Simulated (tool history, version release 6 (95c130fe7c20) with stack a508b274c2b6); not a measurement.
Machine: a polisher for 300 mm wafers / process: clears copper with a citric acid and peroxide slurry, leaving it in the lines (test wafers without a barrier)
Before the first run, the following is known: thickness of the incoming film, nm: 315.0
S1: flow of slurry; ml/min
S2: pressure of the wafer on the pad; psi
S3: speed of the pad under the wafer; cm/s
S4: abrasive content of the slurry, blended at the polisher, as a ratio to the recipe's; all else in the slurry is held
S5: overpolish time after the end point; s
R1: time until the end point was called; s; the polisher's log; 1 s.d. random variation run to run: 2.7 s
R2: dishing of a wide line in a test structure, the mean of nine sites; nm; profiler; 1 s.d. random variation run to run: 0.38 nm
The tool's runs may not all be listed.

{"run": 1, "hour": 0.0, "S1": 175, "S2": 2.7, "S3": 142, "S4": 1.0, "S5": 23, "R1": 107.71, "R2": 40.416}
{"run": 2, "hour": 6.8, "S1": 175, "S2": 2.5, "S3": 142, "S4": 1.0, "S5": 24, "R1": 109.54, "R2": 40.19}
{"run": 3, "hour": 14.8, "S1": 175, "S2": 2.9, "S3": 142, "S4": 1.0, "S5": 24, "R1": 101.78, "R2": 43.826}
{"run": 4, "hour": 22.0, "S1": 170, "S2": 2.6, "S3": 140, "S4": 1.0, "S5": 25, "R1": 106.7, "R2": 41.527}
{"run": 5, "hour": 25.1, "S1": 175, "S2": 2.3, "S3": 136, "S4": 1.0, "S5": 26, "R1": 119.15, "R2": 40.674}
{"run": 6, "hour": 31.4, "S1": 190, "S2": 2.3, "S3": 136, "S4": 1.0, "S5": 26, "R1": 117.84, "R2": 41.814}

What will run 7 give?
{"run": 7, "hour": 34.4, "S1": 175, "S2": 2.2, "S3": 134, "S4": 1.0, "S5": 27, "R1": "?", "R2": "?"}

{"run 7": {"R1": 119.07, "R2": 41.129}}

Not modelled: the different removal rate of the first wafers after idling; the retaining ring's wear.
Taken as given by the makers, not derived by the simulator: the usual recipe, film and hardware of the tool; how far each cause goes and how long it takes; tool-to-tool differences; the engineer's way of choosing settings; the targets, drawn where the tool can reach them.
